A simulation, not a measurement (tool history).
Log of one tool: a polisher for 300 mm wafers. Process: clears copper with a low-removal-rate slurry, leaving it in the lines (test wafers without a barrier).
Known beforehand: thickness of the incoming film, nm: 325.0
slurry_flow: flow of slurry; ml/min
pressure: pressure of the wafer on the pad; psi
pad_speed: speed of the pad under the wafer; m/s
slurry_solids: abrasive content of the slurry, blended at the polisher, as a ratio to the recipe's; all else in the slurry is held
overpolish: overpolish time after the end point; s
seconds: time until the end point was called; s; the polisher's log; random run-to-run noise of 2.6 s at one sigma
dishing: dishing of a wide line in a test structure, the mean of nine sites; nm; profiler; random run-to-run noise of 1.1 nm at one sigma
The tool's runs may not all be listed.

Run 1, day 0: slurry_flow 190 ml/min, pressure 4.1 psi, pad_speed 1.02 m/s, slurry_solids 1, overpolish 22 s. Result: seconds 73.648 s, dishing 59.174 nm.
Run 2, day 0.025: slurry_flow 190 ml/min, pressure 3.7 psi, pad_speed 1 m/s, slurry_solids 1, overpolish 24 s. Result: seconds 84.037 s, dishing 60.757 nm.
Run 3, day 0.088: slurry_flow 190 ml/min, pressure 3.4 psi, pad_speed 1 m/s, slurry_solids 1, overpolish 25 s. Result: seconds 87.395 s, dishing 58.083 nm.
Run 4, day 0.296: slurry_flow 190 ml/min, pressure 3.2 psi, pad_speed 0.98 m/s, slurry_solids 1, overpolish 26 s. Result: seconds 92.473 s, dishing 56.647 nm.
Run 5, day 0.471: slurry_flow 190 ml/min, pressure 3 psi, pad_speed 0.96 m/s, slurry_solids 1, overpolish 27 s. Result: seconds 93.987 s, dishing 58.223 nm.
Run 6, day 0.808: slurry_flow 190 ml/min, pressure 2.8 psi, pad_speed 0.92 m/s, slurry_solids 1, overpolish 28 s. Result: seconds 103.16 s, dishing 55.731 nm.
Run 7, day 0.954: slurry_flow 190 ml/min, pressure 2.7 psi, pad_speed 0.9 m/s, slurry_solids 1, overpolish 29 s. Result: seconds 107.76 s, dishing 53.715 nm.
Run 8, day 1.096: slurry_flow 190 ml/min, pressure 2.6 psi, pad_speed 0.88 m/s, slurry_solids 1, overpolish 30 s. Result: seconds 113.47 s, dishing 56.454 nm.

Predict the results of run 9:
Run 9, day 1.308: slurry_flow 190 ml/min, pressure 2.5 psi, pad_speed 0.86 m/s, slurry_solids 1, overpolish 30 s. Result: seconds ?, dishing ?.

seconds: 112.92 s
dishing: 54.61 nm
